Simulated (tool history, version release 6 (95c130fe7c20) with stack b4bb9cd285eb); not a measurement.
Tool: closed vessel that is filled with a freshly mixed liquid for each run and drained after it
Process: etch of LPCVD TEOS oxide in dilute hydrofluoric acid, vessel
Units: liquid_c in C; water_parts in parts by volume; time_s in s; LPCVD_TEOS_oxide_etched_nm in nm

{"run": 1, "day": 0.0, "liquid_c": 22, "water_parts": 285, "time_s": 35, "LPCVD_TEOS_oxide_etched_nm": 4.9854}
{"run": 2, "day": 0.083, "liquid_c": 22, "water_parts": 380, "time_s": 35, "LPCVD_TEOS_oxide_etched_nm": 3.4159}
{"run": 3, "day": 0.467, "liquid_c": 23.5, "water_parts": 380, "time_s": 35, "LPCVD_TEOS_oxide_etched_nm": 3.5672}
{"run": 4, "day": 0.521, "liquid_c": 24.5, "water_parts": 380, "time_s": 35, "LPCVD_TEOS_oxide_etched_nm": 3.7161}
{"run": 5, "day": 0.871, "liquid_c": 24.5, "water_parts": 380, "time_s": 30, "LPCVD_TEOS_oxide_etched_nm": 3.1847}
{"run": 6, "day": 1.138, "liquid_c": 21, "water_parts": 380, "time_s": 30, "LPCVD_TEOS_oxide_etched_nm": 2.8323}
{"run": 7, "day": 1.2, "liquid_c": 23.5, "water_parts": 380, "time_s": 30, "LPCVD_TEOS_oxide_etched_nm": 3.0683}
{"run": 8, "day": 1.521, "liquid_c": 23.5, "water_parts": 380, "time_s": 30, "LPCVD_TEOS_oxide_etched_nm": 3.0827}

Run 9 comes next. What will it give?
{"run": 9, "day": 1.583, "liquid_c": 25.5, "water_parts": 375, "time_s": 30, "LPCVD_TEOS_oxide_etched_nm": "?"}

Run 9 gave LPCVD_TEOS_oxide_etched_nm 3.3366 nm.
